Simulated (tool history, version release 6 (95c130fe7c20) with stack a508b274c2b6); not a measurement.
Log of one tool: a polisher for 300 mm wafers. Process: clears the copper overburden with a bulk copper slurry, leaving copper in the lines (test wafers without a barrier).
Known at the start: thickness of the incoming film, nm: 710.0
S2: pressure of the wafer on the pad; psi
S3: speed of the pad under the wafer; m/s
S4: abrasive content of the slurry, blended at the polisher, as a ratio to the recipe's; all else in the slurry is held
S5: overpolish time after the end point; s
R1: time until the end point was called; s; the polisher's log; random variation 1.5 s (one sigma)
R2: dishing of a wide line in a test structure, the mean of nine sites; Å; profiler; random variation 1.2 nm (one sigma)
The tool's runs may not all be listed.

Run 1, hour 0: flow of slurry (ml/min) 205, S2 2.9 psi, S3 1.36 m/s, S4 1, S5 18 s. Result: R1 48.88 s, R2 1122.4 Å.
Run 2, hour 5.3: flow of slurry (ml/min) 205, S2 2.3 psi, S3 1.36 m/s, S4 1, S5 18 s. Result: R1 62.877 s, R2 994.28 Å.
Run 3, hour 8.9: flow of slurry (ml/min) 205, S2 2.3 psi, S3 1.36 m/s, S4 1, S5 25 s. Result: R1 62.75 s, R2 1128.3 Å.
Run 4, hour 10.2: flow of slurry (ml/min) 205, S2 2.6 psi, S3 1.36 m/s, S4 1, S5 25 s. Result: R1 56.272 s, R2 1186.6 Å.
Run 5, hour 12.4: flow of slurry (ml/min) 205, S2 2.6 psi, S3 1.36 m/s, S4 0.85, S5 25 s. Result: R1 56.554 s, R2 1240.5 Å.
Run 6, hour 17.8: flow of slurry (ml/min) 205, S2 2.4 psi, S3 1.36 m/s, S4 0.85, S5 23 s. Result: R1 61.066 s, R2 1117.3 Å.
Run 7, hour 23.7: flow of slurry (ml/min) 205, S2 2.2 psi, S3 1.36 m/s, S4 0.85, S5 22 s. Result: R1 65.326 s, R2 986.17 Å.
Run 8, hour 30.2: flow of slurry (ml/min) 205, S2 2.1 psi, S3 1.36 m/s, S4 0.85, S5 22 s. Result: R1 69.38 s, R2 966.43 Å.
Run 9, hour 31.5: flow of slurry (ml/min) 205, S2 2 psi, S3 1.36 m/s, S4 0.85, S5 22 s. Result: R1 73.813 s, R2 937.33 Å.

The next listed run, before its measurement:
Run 10, hour 39.6: flow of slurry (ml/min) 205, S2 1.9 psi, S3 1.36 m/s, S4 0.85, S5 21 s. Result: R1 ?, R2 ?.

{"run 10": {"R1": 76.786, "R2": 874.23}}
